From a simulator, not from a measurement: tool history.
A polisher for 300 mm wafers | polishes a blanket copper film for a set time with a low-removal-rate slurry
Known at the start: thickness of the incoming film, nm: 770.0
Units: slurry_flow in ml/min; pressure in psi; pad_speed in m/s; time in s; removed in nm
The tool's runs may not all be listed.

Run 1, hour 0: slurry_flow 130 ml/min, pressure 3.2 psi, pad_speed 1.3 m/s, slurry_solids 1, time 36 s. Result: removed 181.35 nm.
Run 2, hour 6.4: slurry_flow 135 ml/min, pressure 3.6 psi, pad_speed 1.32 m/s, slurry_solids 1, time 36 s. Result: removed 207.7 nm.
Run 3, hour 9.2: slurry_flow 155 ml/min, pressure 3.6 psi, pad_speed 1.32 m/s, slurry_solids 1, time 36 s. Result: removed 211.83 nm.
Run 4, hour 11.2: slurry_flow 155 ml/min, pressure 3.9 psi, pad_speed 1.32 m/s, slurry_solids 1, time 36 s. Result: removed 227.21 nm.
Run 5, hour 20.2: slurry_flow 175 ml/min, pressure 3.9 psi, pad_speed 1.32 m/s, slurry_solids 1, time 36 s. Result: removed 234.7 nm.
Run 6, hour 27.9: slurry_flow 200 ml/min, pressure 3.9 psi, pad_speed 1.32 m/s, slurry_solids 1, time 36 s. Result: removed 238.17 nm.
Run 7, hour 33.9: slurry_flow 200 ml/min, pressure 3.9 psi, pad_speed 1.32 m/s, slurry_solids 1, time 36 s. Result: removed 239.28 nm.
Run 8, hour 42.6: slurry_flow 200 ml/min, pressure 4.1 psi, pad_speed 1.32 m/s, slurry_solids 1, time 36 s. Result: removed 249.54 nm.

Run 9 comes next. What will it give?
Run 9, hour 47: slurry_flow 200 ml/min, pressure 4.2 psi, pad_speed 1.32 m/s, slurry_solids 1, time 36 s. Result: removed ?.

Run 9 gave removed 253.56 nm.
